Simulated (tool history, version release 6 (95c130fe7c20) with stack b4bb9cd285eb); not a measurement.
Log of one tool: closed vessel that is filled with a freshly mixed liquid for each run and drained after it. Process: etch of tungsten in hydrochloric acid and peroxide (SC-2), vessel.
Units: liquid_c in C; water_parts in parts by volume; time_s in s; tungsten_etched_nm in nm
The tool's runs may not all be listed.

run 1 hour=0.0 | liquid_c=46.0 water_parts=7.0 time_s=30 | tungsten_etched_nm=4.1094
run 2 hour=1.6 | liquid_c=44.5 water_parts=7.0 time_s=30 | tungsten_etched_nm=3.7317
run 3 hour=8.5 | liquid_c=43.5 water_parts=7.0 time_s=30 | tungsten_etched_nm=3.5001
run 4 hour=12.4 | liquid_c=49.5 water_parts=7.0 time_s=30 | tungsten_etched_nm=5.2873
run 5 hour=17.3 | liquid_c=49.5 water_parts=6.0 time_s=30 | tungsten_etched_nm=5.9573
run 6 hour=21.8 | liquid_c=49.5 water_parts=4.0 time_s=30 | tungsten_etched_nm=7.9449
run 7 hour=30.8 | liquid_c=41.5 water_parts=4.0 time_s=30 | tungsten_etched_nm=4.6202
run 8 hour=36.9 | liquid_c=39.5 water_parts=4.0 time_s=30 | tungsten_etched_nm=4.0094

Forecast run 9:
run 9 hour=44.2 | liquid_c=38.0 water_parts=4.0 time_s=30 | tungsten_etched_nm=?

{"run 9": {"tungsten_etched_nm": 3.603}}
